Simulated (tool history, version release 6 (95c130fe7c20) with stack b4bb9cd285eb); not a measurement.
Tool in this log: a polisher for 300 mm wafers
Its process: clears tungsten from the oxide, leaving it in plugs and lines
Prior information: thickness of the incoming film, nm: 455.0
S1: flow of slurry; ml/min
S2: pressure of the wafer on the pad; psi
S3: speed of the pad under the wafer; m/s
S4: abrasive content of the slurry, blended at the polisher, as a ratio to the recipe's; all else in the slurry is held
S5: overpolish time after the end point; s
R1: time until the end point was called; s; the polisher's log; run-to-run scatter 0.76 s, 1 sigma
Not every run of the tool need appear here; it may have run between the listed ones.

run,hour,S1,S2,S3,S4,S5,R1
1,0,195,3.7,1.36,1,30,61.184
2,1.7,195,3.8,1.36,1,30,59.995
3,8.3,195,3.8,1.36,1,32,60.177
4,17,195,3.9,1.36,1,32,59.21
5,20.7,195,4,1.36,1,32,57.734
6,22.7,195,3.1,1.36,1,32,70.772

Run 7, settings as shown, results not yet in. Your forecast:
7,31.6,195,3.3,1.38,1,32,?

Run 7 came out at R1 65.05 s.
